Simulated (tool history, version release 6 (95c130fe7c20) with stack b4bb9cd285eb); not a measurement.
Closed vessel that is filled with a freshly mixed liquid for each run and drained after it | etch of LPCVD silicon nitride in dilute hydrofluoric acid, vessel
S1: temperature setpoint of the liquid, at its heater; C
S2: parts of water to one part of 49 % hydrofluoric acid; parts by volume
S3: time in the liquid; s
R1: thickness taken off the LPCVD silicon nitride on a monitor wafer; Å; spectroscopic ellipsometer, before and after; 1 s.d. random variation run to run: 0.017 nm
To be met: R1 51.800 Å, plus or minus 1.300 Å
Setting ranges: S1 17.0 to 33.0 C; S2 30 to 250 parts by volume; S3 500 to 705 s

run,hour,S1,S2,S3,R1
1,0.0,25.0,140,705,25.762
2,4.3,26.0,135,705,28.388
3,7.4,26.0,135,705,28.328
4,12.5,27.0,130,705,31.324
5,14.8,27.0,130,705,31.402
6,17.7,27.0,100,705,40.592
7,25.0,27.5,100,705,42.160
8,32.8,28.0,100,705,43.375
9,35.0,28.5,100,705,44.932
10,37.4,29.0,100,705,46.185

Which one of the following 5 next-run settings gets every result inside its allowed miss? There is exactly one.
A,39.8,33.0,105,675,?
B,39.8,32.5,85,515,?
C,39.8,28.0,80,705,?
D,39.8,28.0,75,665,?
E,39.8,29.0,90,705,?

move,R1
A,54.160
B,49.683
C,54.471
D,54.793
E,51.599
A: moves the result that the last run missed by most past its target, out the other side
B: closer than the last run, but not yet in spec
C: moves the result that the last run missed by most past its target, out the other side
D: moves the result that the last run missed by most past its target, out the other side
E: all results in spec
E meets every target.
